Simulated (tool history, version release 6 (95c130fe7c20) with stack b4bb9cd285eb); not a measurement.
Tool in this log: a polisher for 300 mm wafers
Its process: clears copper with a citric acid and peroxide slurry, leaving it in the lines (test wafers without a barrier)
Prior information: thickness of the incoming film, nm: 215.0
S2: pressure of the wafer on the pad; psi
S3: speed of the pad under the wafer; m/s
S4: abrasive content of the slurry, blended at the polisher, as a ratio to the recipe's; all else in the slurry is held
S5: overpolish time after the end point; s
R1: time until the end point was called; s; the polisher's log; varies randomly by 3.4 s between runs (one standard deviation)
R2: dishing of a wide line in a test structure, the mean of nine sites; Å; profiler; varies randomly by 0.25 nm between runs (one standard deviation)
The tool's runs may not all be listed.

{"run": 1, "hour": 0.0, "flow of slurry (ml/min)": 150, "S2": 2.1, "S3": 1.1, "S4": 1.0, "S5": 13, "R1": 138.36, "R2": 181.18}
{"run": 2, "hour": 7.8, "flow of slurry (ml/min)": 175, "S2": 2.1, "S3": 1.1, "S4": 1.0, "S5": 13, "R1": 134.11, "R2": 186.87}
{"run": 3, "hour": 14.6, "flow of slurry (ml/min)": 170, "S2": 1.9, "S3": 1.1, "S4": 1.0, "S5": 15, "R1": 149.9, "R2": 192.67}
{"run": 4, "hour": 22.2, "flow of slurry (ml/min)": 165, "S2": 1.8, "S3": 1.1, "S4": 1.0, "S5": 16, "R1": 160.5, "R2": 192.98}
{"run": 5, "hour": 30.2, "flow of slurry (ml/min)": 165, "S2": 1.8, "S3": 1.1, "S4": 1.0, "S5": 21, "R1": 162.46, "R2": 245.6}
{"run": 6, "hour": 33.0, "flow of slurry (ml/min)": 165, "S2": 1.8, "S3": 1.1, "S4": 1.2, "S5": 21, "R1": 156.22, "R2": 252.51}
{"run": 7, "hour": 35.4, "flow of slurry (ml/min)": 160, "S2": 1.7, "S3": 1.1, "S4": 1.2, "S5": 21, "R1": 167.5, "R2": 239.13}
{"run": 8, "hour": 37.7, "flow of slurry (ml/min)": 155, "S2": 1.6, "S3": 1.1, "S4": 1.2, "S5": 21, "R1": 178.55, "R2": 221.33}
{"run": 9, "hour": 42.9, "flow of slurry (ml/min)": 145, "S2": 1.6, "S3": 1.1, "S4": 1.2, "S5": 21, "R1": 176.04, "R2": 218.74}
{"run": 10, "hour": 47.6, "flow of slurry (ml/min)": 140, "S2": 1.5, "S3": 1.1, "S4": 1.2, "S5": 22, "R1": 188.39, "R2": 218.62}

Estimate the outcome of run 11 from the log above:
{"run": 11, "hour": 54.9, "flow of slurry (ml/min)": 135, "S2": 1.5, "S3": 1.1, "S4": 1.2, "S5": 22, "R1": "?", "R2": "?"}

{"run 11": {"R1": 196.15, "R2": 214.81}}

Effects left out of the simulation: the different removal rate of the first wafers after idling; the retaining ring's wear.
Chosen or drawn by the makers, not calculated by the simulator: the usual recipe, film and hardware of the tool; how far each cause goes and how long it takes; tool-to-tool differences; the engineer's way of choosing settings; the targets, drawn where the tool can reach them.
